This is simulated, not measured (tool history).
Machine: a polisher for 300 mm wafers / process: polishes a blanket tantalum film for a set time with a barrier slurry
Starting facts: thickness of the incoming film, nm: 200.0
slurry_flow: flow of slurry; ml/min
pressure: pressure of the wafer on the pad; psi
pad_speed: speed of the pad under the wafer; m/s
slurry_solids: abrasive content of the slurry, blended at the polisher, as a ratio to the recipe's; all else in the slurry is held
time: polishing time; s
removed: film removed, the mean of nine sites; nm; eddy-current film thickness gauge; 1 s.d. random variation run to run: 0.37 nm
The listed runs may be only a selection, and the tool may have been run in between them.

{"run": 1, "hour": 0.0, "slurry_flow": 155, "pressure": 2.1, "pad_speed": 1.06, "slurry_solids": 1.0, "time": 23, "removed": 47.368}
{"run": 2, "hour": 1.1, "slurry_flow": 155, "pressure": 2.1, "pad_speed": 1.06, "slurry_solids": 0.8, "time": 23, "removed": 44.842}
{"run": 3, "hour": 3.2, "slurry_flow": 150, "pressure": 2.0, "pad_speed": 1.06, "slurry_solids": 0.8, "time": 23, "removed": 42.506}
{"run": 4, "hour": 5.1, "slurry_flow": 150, "pressure": 2.3, "pad_speed": 1.06, "slurry_solids": 0.8, "time": 23, "removed": 47.026}
{"run": 5, "hour": 6.7, "slurry_flow": 150, "pressure": 2.3, "pad_speed": 1.06, "slurry_solids": 0.95, "time": 23, "removed": 49.814}
{"run": 6, "hour": 15.5, "slurry_flow": 145, "pressure": 2.2, "pad_speed": 1.06, "slurry_solids": 0.95, "time": 23, "removed": 47.872}
{"run": 7, "hour": 24.4, "slurry_flow": 140, "pressure": 2.1, "pad_speed": 1.06, "slurry_solids": 0.95, "time": 23, "removed": 46.177}
{"run": 8, "hour": 32.8, "slurry_flow": 140, "pressure": 2.0, "pad_speed": 1.06, "slurry_solids": 0.95, "time": 23, "removed": 44.861}
{"run": 9, "hour": 35.2, "slurry_flow": 140, "pressure": 1.9, "pad_speed": 1.06, "slurry_solids": 0.95, "time": 23, "removed": 42.202}
{"run": 10, "hour": 44.1, "slurry_flow": 135, "pressure": 1.8, "pad_speed": 1.06, "slurry_solids": 0.95, "time": 23, "removed": 40.158}

For run 11, what comes out?
{"run": 11, "hour": 52.7, "slurry_flow": 130, "pressure": 1.8, "pad_speed": 1.06, "slurry_solids": 0.95, "time": 23, "removed": "?"}

Run 11 measured removed 40.955 nm.
